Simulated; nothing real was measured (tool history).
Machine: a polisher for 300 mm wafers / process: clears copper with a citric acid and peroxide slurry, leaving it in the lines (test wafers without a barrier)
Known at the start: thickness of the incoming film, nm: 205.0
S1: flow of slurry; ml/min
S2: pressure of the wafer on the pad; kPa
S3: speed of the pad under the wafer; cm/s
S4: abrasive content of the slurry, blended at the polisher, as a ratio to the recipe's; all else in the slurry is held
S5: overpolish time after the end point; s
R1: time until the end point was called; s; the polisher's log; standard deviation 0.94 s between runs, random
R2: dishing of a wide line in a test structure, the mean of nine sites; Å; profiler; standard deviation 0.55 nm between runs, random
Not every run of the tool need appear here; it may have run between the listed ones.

| run | hour | S1 | S2 | S3 | S4 | S5 | R1 | R2 |
|---|---|---|---|---|---|---|---|---|
| 1 | 0 | 185 | 22.8 | 120 | 1 | 20 | 74.599 | 340.17 |
| 2 | 7.8 | 205 | 22.8 | 120 | 1 | 20 | 72.4 | 332.63 |
| 3 | 11.8 | 205 | 22.8 | 92 | 1 | 20 | 84.179 | 301.1 |
| 4 | 14.8 | 210 | 23.4 | 92 | 1 | 19 | 80.834 | 299.36 |
| 5 | 22.5 | 215 | 23.4 | 92 | 1 | 18 | 82.218 | 290.85 |
| 6 | 24.3 | 245 | 23.4 | 92 | 1 | 18 | 78.754 | 297.85 |

Run 7 is up next; what results do you expect?
| 7 | 32.7 | 245 | 23.4 | 92 | 1 | 17 | ? | ? |

Logged for run 7: R1 78.943 s, R2 289.29 Å.

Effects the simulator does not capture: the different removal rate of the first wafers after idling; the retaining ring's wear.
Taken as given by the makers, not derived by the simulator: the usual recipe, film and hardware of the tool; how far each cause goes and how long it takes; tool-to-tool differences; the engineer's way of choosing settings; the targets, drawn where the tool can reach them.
